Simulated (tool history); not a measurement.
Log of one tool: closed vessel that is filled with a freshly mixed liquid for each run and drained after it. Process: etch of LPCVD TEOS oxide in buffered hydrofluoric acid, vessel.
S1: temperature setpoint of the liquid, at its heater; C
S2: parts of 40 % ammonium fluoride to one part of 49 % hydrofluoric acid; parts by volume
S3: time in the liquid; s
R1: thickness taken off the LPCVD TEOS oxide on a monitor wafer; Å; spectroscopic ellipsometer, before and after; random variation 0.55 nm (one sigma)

| run | hour | S1 | S2 | S3 | R1 |
|---|---|---|---|---|---|
| 1 | 0.0 | 21.0 | 11.0 | 35 | 497.64 |
| 2 | 2.6 | 21.0 | 11.0 | 30 | 427.58 |
| 3 | 9.6 | 22.5 | 10.0 | 30 | 507.52 |
| 4 | 18.1 | 19.5 | 10.0 | 30 | 431.67 |
| 5 | 21.7 | 19.5 | 10.0 | 35 | 502.37 |
| 6 | 22.8 | 17.0 | 10.0 | 35 | 436.28 |
| 7 | 26.8 | 19.0 | 9.5 | 35 | 508.79 |
| 8 | 28.5 | 20.5 | 9.0 | 35 | 568.54 |
| 9 | 31.0 | 22.0 | 8.5 | 35 | 647.62 |

Run 10 has not been measured yet. What should we expect?
| 10 | 38.7 | 22.0 | 8.5 | 35 | ? |

Run 10 gave R1 660.63 Å.
